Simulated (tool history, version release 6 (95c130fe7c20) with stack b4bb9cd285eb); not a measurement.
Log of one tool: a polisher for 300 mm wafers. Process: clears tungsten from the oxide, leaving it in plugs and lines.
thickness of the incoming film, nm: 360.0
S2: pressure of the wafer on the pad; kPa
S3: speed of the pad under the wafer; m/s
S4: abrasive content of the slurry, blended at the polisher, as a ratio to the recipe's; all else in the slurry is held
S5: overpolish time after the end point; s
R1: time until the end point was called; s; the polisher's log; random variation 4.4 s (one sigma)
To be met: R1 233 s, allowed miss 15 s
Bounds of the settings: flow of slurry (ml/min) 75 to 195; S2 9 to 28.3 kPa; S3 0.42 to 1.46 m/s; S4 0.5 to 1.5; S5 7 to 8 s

Run 1, hour 0: flow of slurry (ml/min) 125, S2 18.6 kPa, S3 0.94 m/s, S4 1, S5 8 s. Result: R1 119.76 s.
Run 2, hour 1.2: flow of slurry (ml/min) 125, S2 18.6 kPa, S3 0.94 m/s, S4 0.8, S5 8 s. Result: R1 124.17 s.
Run 3, hour 2.1: flow of slurry (ml/min) 125, S2 16.5 kPa, S3 0.92 m/s, S4 0.8, S5 8 s. Result: R1 139.6 s.
Run 4, hour 11: flow of slurry (ml/min) 125, S2 16.5 kPa, S3 0.92 m/s, S4 0.8, S5 8 s. Result: R1 140.31 s.
Run 5, hour 19.6: flow of slurry (ml/min) 125, S2 14.5 kPa, S3 0.88 m/s, S4 0.8, S5 8 s. Result: R1 163.17 s.
Run 6, hour 26.8: flow of slurry (ml/min) 145, S2 14.5 kPa, S3 0.88 m/s, S4 0.8, S5 8 s. Result: R1 155.07 s.
Run 7, hour 30.9: flow of slurry (ml/min) 140, S2 13.1 kPa, S3 0.86 m/s, S4 0.8, S5 8 s. Result: R1 174.52 s.
Run 8, hour 37: flow of slurry (ml/min) 140, S2 12.4 kPa, S3 0.84 m/s, S4 0.8, S5 8 s. Result: R1 188.63 s.
At hour 38: head pressure recalibrated.
Run 9, hour 38: flow of slurry (ml/min) 135, S2 11.7 kPa, S3 0.84 m/s, S4 0.8, S5 8 s. Result: R1 214.52 s.
Run 10, hour 41.4: flow of slurry (ml/min) 130, S2 11.7 kPa, S3 0.84 m/s, S4 0.8, S5 8 s. Result: R1 214.32 s.
Run 11, hour 43.7: flow of slurry (ml/min) 125, S2 11.7 kPa, S3 0.84 m/s, S4 0.8, S5 8 s. Result: R1 216.81 s.
Run 12, hour 51.6: flow of slurry (ml/min) 125, S2 11.7 kPa, S3 0.84 m/s, S4 0.8, S5 8 s. Result: R1 212.27 s.

5 next moves are on the table. One of them brings every result within its allowed miss. Which?
Run A, hour 59.5: flow of slurry (ml/min) 100, S2 13.8 kPa, S3 0.6 m/s, S4 0.8, S5 7 s. Result: R1 ?.
Run B, hour 59.5: flow of slurry (ml/min) 140, S2 9 kPa, S3 1.06 m/s, S4 1.2, S5 7 s. Result: R1 ?.
Run C, hour 59.5: flow of slurry (ml/min) 100, S2 15.2 kPa, S3 0.78 m/s, S4 0.75, S5 7 s. Result: R1 ?.
Run D, hour 59.5: flow of slurry (ml/min) 145, S2 11 kPa, S3 0.82 m/s, S4 0.75, S5 8 s. Result: R1 ?.
Run E, hour 59.5: flow of slurry (ml/min) 125, S2 11.7 kPa, S3 0.62 m/s, S4 0.95, S5 8 s. Result: R1 ?.

move      R1
   A  262.55
   B   184.8
   C  195.75
   D  224.11
   E  267.16
A: takes the result that was furthest off past its target
B: further off than the last run
C: further off than the last run
D: meets every target
E: takes the result that was furthest off past its target
Answer: D
